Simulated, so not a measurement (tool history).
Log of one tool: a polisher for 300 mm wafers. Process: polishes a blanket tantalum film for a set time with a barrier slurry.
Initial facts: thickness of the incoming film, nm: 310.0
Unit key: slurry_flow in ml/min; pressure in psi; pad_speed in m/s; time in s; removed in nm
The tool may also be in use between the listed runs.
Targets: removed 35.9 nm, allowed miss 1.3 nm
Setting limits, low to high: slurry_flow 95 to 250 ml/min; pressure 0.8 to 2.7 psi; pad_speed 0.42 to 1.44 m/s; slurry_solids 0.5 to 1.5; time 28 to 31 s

run 1 day=0 | slurry_flow=160 pressure=1.7 pad_speed=0.92 slurry_solids=1 time=31 | removed=47.368
run 2 day=0.225 | slurry_flow=160 pressure=1.6 pad_speed=0.92 slurry_solids=1 time=31 | removed=44.112
run 3 day=0.538 | slurry_flow=155 pressure=1.4 pad_speed=0.92 slurry_solids=1 time=31 | removed=40.099
run 4 day=0.621 | slurry_flow=155 pressure=1.3 pad_speed=0.92 slurry_solids=1 time=31 | removed=38.08
run 5 day=0.721 | slurry_flow=155 pressure=1.3 pad_speed=1.02 slurry_solids=1 time=31 | removed=42.082
run 6 day=1.029 | slurry_flow=155 pressure=1.3 pad_speed=1.02 slurry_solids=1.15 time=31 | removed=43.294
run 7 day=1.225 | slurry_flow=150 pressure=1.1 pad_speed=1.02 slurry_solids=1.15 time=31 | removed=37.873
run 8 day=1.358 | slurry_flow=145 pressure=1.1 pad_speed=1.02 slurry_solids=1.15 time=31 | removed=37.797
run 9 day=1.383 | slurry_flow=140 pressure=1.1 pad_speed=1.02 slurry_solids=1.15 time=31 | removed=37.737
run 10 day=1.554 | slurry_flow=135 pressure=1.1 pad_speed=1.02 slurry_solids=1.15 time=31 | removed=37.765

Next run, 5 choices. One meets every target within its allowed miss, the rest don't. Which?
run A day=1.725 | slurry_flow=130 pressure=1.2 pad_speed=1.02 slurry_solids=1 time=31 | removed=?
run B day=1.725 | slurry_flow=145 pressure=1.4 pad_speed=0.86 slurry_solids=1.25 time=31 | removed=?
run C day=1.725 | slurry_flow=150 pressure=1.1 pad_speed=0.96 slurry_solids=1.15 time=31 | removed=?
run D day=1.725 | slurry_flow=155 pressure=1.1 pad_speed=0.9 slurry_solids=1.05 time=30 | removed=?
run E day=1.725 | slurry_flow=125 pressure=1.2 pad_speed=1.1 slurry_solids=1 time=30 | removed=?

move=A removed=39.503
move=B removed=40.117
move=C removed=36.693
move=D removed=33.048
move=E removed=40.763
A: further off than the last run
B: further off than the last run
C: each result inside its tolerance
D: pushes the last run's worst result past its target
E: further off than the last run
C is the move that brings every result within its allowed miss.
